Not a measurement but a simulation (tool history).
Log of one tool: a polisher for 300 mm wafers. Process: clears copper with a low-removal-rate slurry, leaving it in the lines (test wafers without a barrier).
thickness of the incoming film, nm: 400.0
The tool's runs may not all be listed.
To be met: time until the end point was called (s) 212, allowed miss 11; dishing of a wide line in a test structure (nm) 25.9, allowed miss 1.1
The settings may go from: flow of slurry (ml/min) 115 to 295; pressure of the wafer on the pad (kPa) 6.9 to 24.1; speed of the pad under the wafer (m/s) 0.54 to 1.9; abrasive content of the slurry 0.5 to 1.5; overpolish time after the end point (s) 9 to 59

run	hour	flow of slurry (ml/min)	pressure of the wafer on the pad (kPa)	speed of the pad under the wafer (m/s)	abrasive content of the slurry	overpolish time after the end point (s)	time until the end point was called (s)	dishing of a wide line in a test structure (nm)
1	0	190	15.2	1.22	1	30	123.37	62.918
2	7.3	190	17.2	1.22	1	30	110.25	69.077
3	12.9	190	17.2	1.36	1	30	99.216	75.537
4	20.6	190	17.2	1.54	1	30	87.858	81.327
5	28.8	190	17.2	1.54	1	21	87.114	63.199
6	34.7	190	13.1	1.54	1	21	109.03	51.885
7	42.5	190	9	1.2	0.95	13	183.46	22.282
8	48.4	170	6.9	1.18	0.95	26	225.48	33.615
# hour 54.9: slurry nozzle cleaned
9	54.9	180	7.6	1.14	0.95	25	201.78	34.34
10	56.3	185	7.6	1.12	0.95	24	199.75	33.66
11	63.7	185	7.6	1.12	0.95	23	206.62	32.437

4 next moves are on the table. One of them brings every result within its allowed miss. Which?
A	71.1	200	7.6	1.16	1.05	19	?	?
B	71.1	190	8.3	1.16	1.05	16	?	?
C	71.1	125	9	1.22	0.75	16	?	?
D	71.1	200	9.7	0.92	1.05	18	?	?

move	time until the end point was called (s)	dishing of a wide line in a test structure (nm)
A	195.63	29.301
B	186.73	26.336
C	190.73	25.918
D	210.2	26.469
A: nearer than the last run, and not there yet
B: brings the result that was furthest off to its target, and leaves another outside
C: brings the result that was furthest off to its target, and leaves another outside
D: meets every target
The right move is D.

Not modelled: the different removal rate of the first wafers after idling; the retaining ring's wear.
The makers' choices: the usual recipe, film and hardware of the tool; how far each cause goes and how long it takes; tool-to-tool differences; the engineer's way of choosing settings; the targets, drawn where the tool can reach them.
